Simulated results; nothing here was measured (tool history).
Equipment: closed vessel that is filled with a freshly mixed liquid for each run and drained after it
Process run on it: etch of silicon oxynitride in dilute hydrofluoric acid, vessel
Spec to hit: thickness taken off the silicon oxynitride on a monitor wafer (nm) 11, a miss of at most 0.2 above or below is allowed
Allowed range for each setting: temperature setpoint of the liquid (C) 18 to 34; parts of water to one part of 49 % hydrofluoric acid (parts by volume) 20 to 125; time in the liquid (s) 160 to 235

run,day,temperature setpoint of the liquid (C),parts of water to one part of 49 % hydrofluoric acid (parts by volume),time in the liquid (s),thickness taken off the silicon oxynitride on a monitor wafer (nm)
1,0,26,70,235,5.054
2,0.388,28,70,235,5.5235
3,0.725,28,50,235,8.0117
4,1.079,28,50,235,7.994
5,1.379,28,30,235,13.384
6,1.492,28,30,235,13.609
7,1.862,27.5,30,235,13.007
8,1.975,27,30,235,12.88
9,2.079,26.5,30,235,12.461
10,2.429,26,30,235,12.384

Of the 5 settings listed for the next run, only one would bring every result within its allowed miss of target. Which one?
A,2.779,25.5,20,190,?
B,2.779,27,30,215,?
C,2.779,26,30,220,?
D,2.779,24,20,160,?
E,2.779,27.5,35,230,?

move,thickness taken off the silicon oxynitride on a monitor wafer (nm)
A,14.538
B,11.734
C,11.437
D,11.365
E,10.978
A: moves away from the targets compared with the last run
B: closer than the last run, but not yet in spec
C: closer than the last run, but not yet in spec
D: closer than the last run, but not yet in spec
E: each result inside its tolerance
The right move is E.

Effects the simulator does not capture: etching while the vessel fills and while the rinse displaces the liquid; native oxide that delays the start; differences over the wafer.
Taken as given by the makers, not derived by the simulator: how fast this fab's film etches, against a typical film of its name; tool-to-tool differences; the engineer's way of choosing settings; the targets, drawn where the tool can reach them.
